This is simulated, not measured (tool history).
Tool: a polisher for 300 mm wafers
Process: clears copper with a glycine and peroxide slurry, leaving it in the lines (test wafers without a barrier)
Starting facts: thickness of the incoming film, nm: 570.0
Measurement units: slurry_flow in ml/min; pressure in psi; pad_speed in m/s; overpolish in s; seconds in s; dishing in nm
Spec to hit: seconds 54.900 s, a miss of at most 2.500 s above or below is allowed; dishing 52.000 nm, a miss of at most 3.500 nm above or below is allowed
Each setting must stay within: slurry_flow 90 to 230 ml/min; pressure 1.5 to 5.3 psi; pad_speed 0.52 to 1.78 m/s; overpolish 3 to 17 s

run    day  slurry_flow  pressure  pad_speed  overpolish  seconds  dishing
  1  0.000          150       3.4       1.14           9   78.670   38.123
  2  0.312          165       3.4       1.14           9   80.897   37.997
  3  0.617          165       3.8       1.16           9   73.346   43.296
  4  0.729          190       3.8       1.16           9   70.707   42.753
  5  1.058          190       4.1       1.18           9   64.563   43.771
  6  1.296          190       4.3       1.18           9   63.190   44.533
  7  1.662          190       4.3       1.18           9   62.208   44.401
  8  1.825          190       4.4       1.18           9   61.737   47.057
  9  1.962          190       4.6       1.18           9   59.236   48.441
 10  2.021          190       4.7       1.18           9   59.573   47.572

Which of these 4 next moves meets every target?
  A  2.079          175       5.2       0.86          13        ?        ?
  B  2.079          165       5.2       0.94          11        ?        ?
  C  2.079          200       4.2       1.14          10        ?        ?
  D  2.079          205       4.5       1.30          10        ?        ?

move  seconds  dishing
   A   68.230   54.234
   B   64.245   50.860
   C   64.694   47.520
   D   54.980   52.062
A: misses by more than the last run did
B: misses by more than the last run did
C: misses by more than the last run did
D: each result inside its tolerance
Answer: D

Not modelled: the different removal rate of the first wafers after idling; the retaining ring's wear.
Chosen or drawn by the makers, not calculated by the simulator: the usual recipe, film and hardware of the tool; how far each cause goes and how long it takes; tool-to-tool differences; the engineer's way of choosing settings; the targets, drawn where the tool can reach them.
